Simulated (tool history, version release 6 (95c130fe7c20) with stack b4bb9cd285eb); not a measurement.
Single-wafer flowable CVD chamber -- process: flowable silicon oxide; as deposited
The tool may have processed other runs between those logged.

| run | hour | heater temperature setpoint (deg C) | chamber pressure (Pa) | RF power (W) | deposition time (s) | mean film thickness on the monitor wafer (Å) |
|---|---|---|---|---|---|---|
| 1 | 0.0 | 100 | 148 | 2045 | 1001 | 7495.3 |
| 2 | 0.7 | 96 | 148 | 2045 | 1001 | 8517.3 |
| 3 | 3.5 | 93 | 148 | 2045 | 1001 | 9327.2 |
| 4 | 9.1 | 91 | 148 | 2045 | 1001 | 9939.2 |
| 5 | 10.6 | 89 | 148 | 2045 | 1001 | 10337.0 |
| 6 | 18.0 | 87 | 148 | 2045 | 1001 | 11172.0 |
| 7 | 21.9 | 87 | 148 | 2045 | 1001 | 10941.0 |

What does the tool deliver on the next run?
| 8 | 25.3 | 87 | 148 | 2045 | 1001 | ? |

mean film thickness on the monitor wafer (Å): 11071.0

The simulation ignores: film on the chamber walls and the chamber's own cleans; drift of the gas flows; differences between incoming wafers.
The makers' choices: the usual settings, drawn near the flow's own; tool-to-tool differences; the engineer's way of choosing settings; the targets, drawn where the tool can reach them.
